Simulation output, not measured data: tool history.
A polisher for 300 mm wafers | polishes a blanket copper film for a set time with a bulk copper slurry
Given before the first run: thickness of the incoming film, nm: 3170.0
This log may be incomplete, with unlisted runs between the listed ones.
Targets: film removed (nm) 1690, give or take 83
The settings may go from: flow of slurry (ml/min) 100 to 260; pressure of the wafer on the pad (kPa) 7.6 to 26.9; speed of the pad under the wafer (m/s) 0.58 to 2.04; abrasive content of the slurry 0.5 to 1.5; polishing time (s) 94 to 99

run  hour  flow of slurry (ml/min)  pressure of the wafer on the pad (kPa)  speed of the pad under the wafer (m/s)  abrasive content of the slurry  polishing time (s)  film removed (nm)
  1     0                      165                                    17.2                                     1.3                               1                  94               1036
  2   0.7                      165                                    17.2                                    1.42                               1                  94             1097.7
  3   6.9                      165                                    15.2                                    1.42                               1                  94             993.89
  4   9.9                      185                                    15.2                                    1.42                               1                  94             983.16
  5  12.1                      185                                    15.2                                    1.42                            0.85                  94             950.05
  6  19.9                      185                                    15.2                                    1.42                            0.65                  94              901.2
  7  24.8                      185                                    17.2                                    1.44                            0.65                  94             1052.4
  8  28.9                      185                                    18.6                                    1.44                            0.65                  94             1115.8
  9  32.4                      185                                    18.6                                    1.44                            0.65                  94             1122.9
 10  34.1                      185                                      20                                    1.46                            0.65                  94               1209
 11  38.1                      185                                    21.4                                    1.48                            0.65                  94             1286.6
 12  43.6                      185                                    22.8                                     1.5                            0.65                  94             1391.2
 13  45.2                      185                                    23.4                                     1.5                            0.65                  94             1429.8
 14  53.7                      185                                    24.1                                     1.5                            0.65                  94             1493.5
 15  59.6                      185                                    24.1                                     1.5                            0.65                  94             1486.2

5 candidate next runs follow, results not yet known. Just one meets every target within its allowed miss. Identify it.
  A  65.5                      190                                    26.9                                    1.54                             0.7                  99                  ?
  B  65.5                      190                                    22.1                                    2.02                             0.5                  99                  ?
  C  65.5                      225                                    23.4                                     1.5                            0.85                  99                  ?
  D  65.5                      210                                    24.1                                    1.56                            0.55                  94                  ?
  E  65.5                      175                                    26.2                                    1.68                             0.7                  99                  ?

move  film removed (nm)
   A             1857.3
   B             1852.1
   C             1691.2
   D             1544.1
   E             1946.1
A: pushes the last run's worst result past its target
B: pushes the last run's worst result past its target
C: every result lands within tolerance
D: closer than the last run, but not yet in spec
E: pushes the last run's worst result past its target
C is the move that brings every result within its allowed miss.
